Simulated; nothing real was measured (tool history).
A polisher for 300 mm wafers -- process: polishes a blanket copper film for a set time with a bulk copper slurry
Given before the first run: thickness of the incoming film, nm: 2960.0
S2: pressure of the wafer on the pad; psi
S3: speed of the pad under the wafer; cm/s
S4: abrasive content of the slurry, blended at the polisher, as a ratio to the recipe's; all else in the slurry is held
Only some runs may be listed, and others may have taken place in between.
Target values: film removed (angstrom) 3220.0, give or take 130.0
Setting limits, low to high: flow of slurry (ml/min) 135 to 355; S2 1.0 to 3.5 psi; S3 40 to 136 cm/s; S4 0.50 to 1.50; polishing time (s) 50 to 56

run 1 hour=0.0 | flow_of_slurry_(ml/min)=225 S2=2.2 S3=88 S4=1.00 polishing_time_(s)=56 | film_removed_(angstrom)=3906.0
run 2 hour=5.0 | flow_of_slurry_(ml/min)=225 S2=2.1 S3=88 S4=1.00 polishing_time_(s)=56 | film_removed_(angstrom)=3654.4
run 3 hour=9.6 | flow_of_slurry_(ml/min)=225 S2=2.6 S3=88 S4=1.00 polishing_time_(s)=56 | film_removed_(angstrom)=4535.0
run 4 hour=14.5 | flow_of_slurry_(ml/min)=175 S2=2.6 S3=88 S4=1.00 polishing_time_(s)=56 | film_removed_(angstrom)=4380.7
run 5 hour=23.1 | flow_of_slurry_(ml/min)=155 S2=2.6 S3=88 S4=1.00 polishing_time_(s)=56 | film_removed_(angstrom)=4235.5
run 6 hour=29.8 | flow_of_slurry_(ml/min)=155 S2=2.6 S3=88 S4=0.80 polishing_time_(s)=56 | film_removed_(angstrom)=4193.2
run 7 hour=33.7 | flow_of_slurry_(ml/min)=155 S2=2.5 S3=88 S4=0.80 polishing_time_(s)=56 | film_removed_(angstrom)=3957.9
run 8 hour=41.0 | flow_of_slurry_(ml/min)=155 S2=2.4 S3=88 S4=0.80 polishing_time_(s)=56 | film_removed_(angstrom)=3807.4
run 9 hour=41.6 | flow_of_slurry_(ml/min)=155 S2=2.3 S3=88 S4=0.80 polishing_time_(s)=56 | film_removed_(angstrom)=3691.9

Which single option among these 5 for the next run brings every result within its allowed miss of target? Just one does.
run A hour=42.2 | flow_of_slurry_(ml/min)=135 S2=2.5 S3=110 S4=0.80 polishing_time_(s)=55 | film_removed_(angstrom)=?
run B hour=42.2 | flow_of_slurry_(ml/min)=145 S2=2.7 S3=98 S4=0.85 polishing_time_(s)=56 | film_removed_(angstrom)=?
run C hour=42.2 | flow_of_slurry_(ml/min)=140 S2=2.1 S3=110 S4=0.95 polishing_time_(s)=56 | film_removed_(angstrom)=?
run D hour=42.2 | flow_of_slurry_(ml/min)=140 S2=2.9 S3=80 S4=0.95 polishing_time_(s)=50 | film_removed_(angstrom)=?
run E hour=42.2 | flow_of_slurry_(ml/min)=185 S2=2.5 S3=68 S4=1.00 polishing_time_(s)=51 | film_removed_(angstrom)=?

move=A film_removed_(angstrom)=4497.2
move=B film_removed_(angstrom)=4606.5
move=C film_removed_(angstrom)=3993.6
move=D film_removed_(angstrom)=3829.9
move=E film_removed_(angstrom)=3163.4
A: lands further from the targets than the last run did
B: lands further from the targets than the last run did
C: lands further from the targets than the last run did
D: lands further from the targets than the last run did
E: each result inside its tolerance
Answer: E
